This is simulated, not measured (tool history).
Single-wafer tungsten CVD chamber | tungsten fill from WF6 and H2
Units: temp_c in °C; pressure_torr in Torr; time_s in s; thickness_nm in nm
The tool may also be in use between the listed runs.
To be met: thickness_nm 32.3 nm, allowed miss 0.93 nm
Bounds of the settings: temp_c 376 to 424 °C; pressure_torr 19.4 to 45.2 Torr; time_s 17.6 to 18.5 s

Run 1, hour 0: temp_c 400 °C, pressure_torr 32.3 Torr, time_s 18.5 s. Result: thickness_nm 44.431 nm.
Run 2, hour 4.5: temp_c 400 °C, pressure_torr 32.3 Torr, time_s 18.5 s. Result: thickness_nm 44.046 nm.
Run 3, hour 11.4: temp_c 408 °C, pressure_torr 32.3 Torr, time_s 18.5 s. Result: thickness_nm 50.862 nm.
Run 4, hour 14: temp_c 408 °C, pressure_torr 32.3 Torr, time_s 17.6 s. Result: thickness_nm 48.825 nm.
Run 5, hour 21.1: temp_c 408 °C, pressure_torr 32.3 Torr, time_s 17.6 s. Result: thickness_nm 48.852 nm.
Run 6, hour 28.9: temp_c 402 °C, pressure_torr 32 Torr, time_s 17.6 s. Result: thickness_nm 43.698 nm.
Run 7, hour 29.8: temp_c 398 °C, pressure_torr 31.8 Torr, time_s 17.6 s. Result: thickness_nm 41.008 nm.
Run 8, hour 33.4: temp_c 395 °C, pressure_torr 31.6 Torr, time_s 17.6 s. Result: thickness_nm 38.392 nm.
At hour 34.2: thermocouple changed; heater temperature recalibrated.
Run 9, hour 34.2: temp_c 393 °C, pressure_torr 31.5 Torr, time_s 17.6 s. Result: thickness_nm 40.063 nm.
Run 10, hour 35.2: temp_c 389 °C, pressure_torr 30.7 Torr, time_s 17.6 s. Result: thickness_nm 36.607 nm.
Run 11, hour 40.1: temp_c 387 °C, pressure_torr 30.5 Torr, time_s 17.6 s. Result: thickness_nm 35.346 nm.
Run 12, hour 43.1: temp_c 385 °C, pressure_torr 30.4 Torr, time_s 17.6 s. Result: thickness_nm 34.331 nm.
Run 13, hour 44.1: temp_c 381 °C, pressure_torr 30.1 Torr, time_s 17.6 s. Result: thickness_nm 31.543 nm.

Which of these 5 next moves meets every target?
Run A, hour 45.1: temp_c 376 °C, pressure_torr 33.6 Torr, time_s 17.6 s. Result: thickness_nm ?.
Run B, hour 45.1: temp_c 380 °C, pressure_torr 29.2 Torr, time_s 17.8 s. Result: thickness_nm ?.
Run C, hour 45.1: temp_c 385 °C, pressure_torr 26.1 Torr, time_s 17.6 s. Result: thickness_nm ?.
Run D, hour 45.1: temp_c 386 °C, pressure_torr 25 Torr, time_s 17.6 s. Result: thickness_nm ?.
Run E, hour 45.1: temp_c 381 °C, pressure_torr 29.7 Torr, time_s 18.2 s. Result: thickness_nm ?.

move  thickness_nm
   A        30.497
   B        30.312
   C        30.362
   D         29.96
   E        31.933
A: further off than the last run
B: further off than the last run
C: further off than the last run
D: further off than the last run
E: meets every target
Answer: E
